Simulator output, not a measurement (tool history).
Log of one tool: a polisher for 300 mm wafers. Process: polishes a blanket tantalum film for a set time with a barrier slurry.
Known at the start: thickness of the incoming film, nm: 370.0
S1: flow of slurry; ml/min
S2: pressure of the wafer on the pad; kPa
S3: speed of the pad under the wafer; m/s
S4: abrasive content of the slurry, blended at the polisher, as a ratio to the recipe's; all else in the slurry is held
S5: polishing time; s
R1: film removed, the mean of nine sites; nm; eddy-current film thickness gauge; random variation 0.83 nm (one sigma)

{"run": 1, "hour": 0.0, "S1": 305, "S2": 16.5, "S3": 1.14, "S4": 1.0, "S5": 30, "R1": 70.722}
{"run": 2, "hour": 4.6, "S1": 305, "S2": 16.5, "S3": 1.3, "S4": 1.0, "S5": 30, "R1": 79.673}
{"run": 3, "hour": 10.5, "S1": 305, "S2": 16.5, "S3": 1.3, "S4": 1.0, "S5": 30, "R1": 81.038}
{"run": 4, "hour": 16.7, "S1": 360, "S2": 16.5, "S3": 1.3, "S4": 1.0, "S5": 30, "R1": 80.883}
{"run": 5, "hour": 20.1, "S1": 360, "S2": 17.9, "S3": 1.3, "S4": 1.0, "S5": 30, "R1": 88.39}
{"run": 6, "hour": 23.6, "S1": 360, "S2": 19.3, "S3": 1.3, "S4": 1.0, "S5": 30, "R1": 94.3}

Run 7 comes next. What will it give?
{"run": 7, "hour": 26.8, "S1": 360, "S2": 20.0, "S3": 1.3, "S4": 1.0, "S5": 30, "R1": "?"}

{"run 7": {"R1": 98.184}}
